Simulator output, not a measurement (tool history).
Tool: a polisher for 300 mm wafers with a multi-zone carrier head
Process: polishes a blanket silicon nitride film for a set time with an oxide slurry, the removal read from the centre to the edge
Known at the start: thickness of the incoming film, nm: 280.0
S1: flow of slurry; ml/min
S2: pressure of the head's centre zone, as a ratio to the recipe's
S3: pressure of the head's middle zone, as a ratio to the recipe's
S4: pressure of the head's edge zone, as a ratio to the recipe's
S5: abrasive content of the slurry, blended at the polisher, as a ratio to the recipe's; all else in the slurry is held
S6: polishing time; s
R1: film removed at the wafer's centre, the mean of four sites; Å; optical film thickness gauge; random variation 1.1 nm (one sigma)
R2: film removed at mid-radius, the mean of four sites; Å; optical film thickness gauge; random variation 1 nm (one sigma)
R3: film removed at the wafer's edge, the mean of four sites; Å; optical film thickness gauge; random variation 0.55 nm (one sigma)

run  hour   S1    S2    S3    S4   S5  S6      R1      R2      R3
  1   0.0  270  1.00  1.00  1.00  1.0  66  674.32  670.55  667.60
  2   5.6  270  1.00  1.00  1.00  1.0  59  591.94  590.43  594.00
  3  14.1  270  0.92  1.00  1.00  1.0  59  548.88  597.99  589.73
  4  15.2  215  0.92  1.00  1.00  1.0  59  531.40  585.54  585.87
  5  19.1  215  0.92  1.00  1.05  1.0  59  541.49  591.78  594.05
  6  25.4  225  0.98  1.00  1.07  1.1  60  602.12  619.65  635.67

Run 7 comes next. What will it give?
  7  34.1  240  1.03  1.01  1.07  1.2  62   ?   ?   ?

R1: 663.72 Å
R2: 666.85 Å
R3: 676.63 Å
